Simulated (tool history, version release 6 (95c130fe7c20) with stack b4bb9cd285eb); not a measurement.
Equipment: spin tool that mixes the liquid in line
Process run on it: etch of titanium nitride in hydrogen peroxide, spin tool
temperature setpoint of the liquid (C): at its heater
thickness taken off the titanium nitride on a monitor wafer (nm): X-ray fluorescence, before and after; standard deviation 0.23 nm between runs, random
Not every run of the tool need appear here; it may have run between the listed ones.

run    day  temperature setpoint of the liquid (C)  concentration of hydrogen peroxide in the mixed liquid (% by weight)  time under the liquid (s)  thickness taken off the titanium nitride on a monitor wafer (nm)
  1  0.000                                    56.0                                                                  19.5                        295                                                            13.156
  2  0.029                                    57.0                                                                  19.5                        295                                                            13.748
  3  0.258                                    57.0                                                                  23.0                        295                                                            13.984
  4  0.375                                    58.0                                                                  23.0                        295                                                            15.509
  5  0.521                                    58.0                                                                  23.0                        315                                                            16.590
  6  0.608                                    58.5                                                                  23.0                        315                                                            17.103
  7  0.829                                    59.0                                                                  23.0                        315                                                            17.513

For run 8, what comes out?
  8  1.012                                    59.5                                                                  23.0                        315                                                                 ?

thickness taken off the titanium nitride on a monitor wafer (nm): 17.985

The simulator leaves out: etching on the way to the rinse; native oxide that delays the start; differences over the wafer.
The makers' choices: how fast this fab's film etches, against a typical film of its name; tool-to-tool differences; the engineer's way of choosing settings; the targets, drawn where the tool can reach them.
